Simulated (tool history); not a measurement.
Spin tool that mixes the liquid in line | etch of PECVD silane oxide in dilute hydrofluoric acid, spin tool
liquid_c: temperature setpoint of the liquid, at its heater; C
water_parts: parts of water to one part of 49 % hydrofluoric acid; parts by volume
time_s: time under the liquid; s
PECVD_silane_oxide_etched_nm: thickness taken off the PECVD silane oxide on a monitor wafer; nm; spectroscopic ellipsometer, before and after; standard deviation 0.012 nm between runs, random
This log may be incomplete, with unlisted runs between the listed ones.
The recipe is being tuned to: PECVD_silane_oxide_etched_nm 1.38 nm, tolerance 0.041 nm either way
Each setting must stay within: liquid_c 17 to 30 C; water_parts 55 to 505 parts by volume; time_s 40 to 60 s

run  hour  liquid_c  water_parts  time_s  PECVD_silane_oxide_etched_nm
  1     0        22          280      60                        3.0368
  2   8.7      20.5          320      60                        2.4132
  3  14.2      20.5          245      60                        3.3592
  4    17      23.5          245      60                        3.7578
  5  23.1        22          300      60                         2.708
  6  30.7      20.5          335      60                        2.2836
  7  37.6      19.5          365      60                        1.9936
  8    44        19          390      60                        1.7455
  9  48.2      18.5          405      60                        1.6546

Below are 5 possible settings for the next run. Only one of them brings all results inside the allowed miss of their targets. Which is it?
  A  52.4      25.5          405      40                             ?
  B  52.4      18.5          440      60                             ?
  C  52.4        18          430      60                             ?
  D  52.4      17.5          315      40                             ?
  E  52.4      21.5          480      60                             ?

move  PECVD_silane_oxide_etched_nm
   A                        1.3898
   B                        1.4746
   C                        1.4944
   D                         1.465
   E                         1.449
A: every result lands within tolerance
B: better than the last run, though not everything is in spec
C: better than the last run, though not everything is in spec
D: better than the last run, though not everything is in spec
E: better than the last run, though not everything is in spec
The right move is A.
